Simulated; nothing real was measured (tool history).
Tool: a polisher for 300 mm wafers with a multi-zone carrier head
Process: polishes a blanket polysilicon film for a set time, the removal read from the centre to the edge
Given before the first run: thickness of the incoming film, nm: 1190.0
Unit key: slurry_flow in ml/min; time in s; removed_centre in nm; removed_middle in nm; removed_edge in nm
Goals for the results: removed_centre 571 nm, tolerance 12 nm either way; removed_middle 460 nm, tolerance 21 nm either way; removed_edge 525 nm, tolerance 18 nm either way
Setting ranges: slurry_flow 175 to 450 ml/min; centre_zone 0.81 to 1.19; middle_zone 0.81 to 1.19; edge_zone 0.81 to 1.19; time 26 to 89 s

run	hour	slurry_flow	centre_zone	middle_zone	edge_zone	time	removed_centre	removed_middle	removed_edge
1	0	290	1	1	1	57	353.99	343.46	354.94
2	4.4	300	1.04	1	1.05	62	401.51	373.47	405.52
3	8.1	315	1.08	1.01	1.07	65	438.46	400.1	413.97
4	14.4	310	1.1	0.99	1.09	68	464.74	418.01	441.49
5	21.4	315	1.12	0.96	1.11	70	489.78	411.71	461.52
6	25	315	1.12	0.89	1.11	70	485.63	395.86	457.09
7	32.2	315	1.13	0.9	1.12	72	513.71	397.61	477.85
8	35.9	320	1.14	0.92	1.13	73	521.78	414.01	482.4
9	37.5	320	1.14	0.93	1.14	74	523.35	430.17	493.96
10	43.5	325	1.15	0.93	1.15	75	537.25	436.19	503.3
11	44.4	325	1.15	0.93	1.15	75	531.81	439.92	507.37
12	50.4	325	1.15	0.93	1.15	75	540.23	433.82	504.9

Exactly one of the 5 candidate moves below puts every result within its allowed miss. Which one?
A	56.4	340	1.18	0.84	1.16	77	?	?	?
B	56.4	275	1.16	0.97	1.01	77	?	?	?
C	56.4	330	1.19	0.98	1.06	76	?	?	?
D	56.4	360	1.13	0.91	1.06	80	?	?	?
E	56.4	390	1.19	0.98	1.07	75	?	?	?

move	removed_centre	removed_middle	removed_edge
A	567.59	411.82	533.35
B	546.66	455.34	489.4
C	564	460.9	500.96
D	567.71	459.4	530.72
E	564.71	460.87	501.77
A: puts the biggest miss on target and leaves a different result outside tolerance
B: better than the last run, though not everything is in spec
C: puts the biggest miss on target and leaves a different result outside tolerance
D: every result within its allowed miss
E: puts the biggest miss on target and leaves a different result outside tolerance
The right move is D.
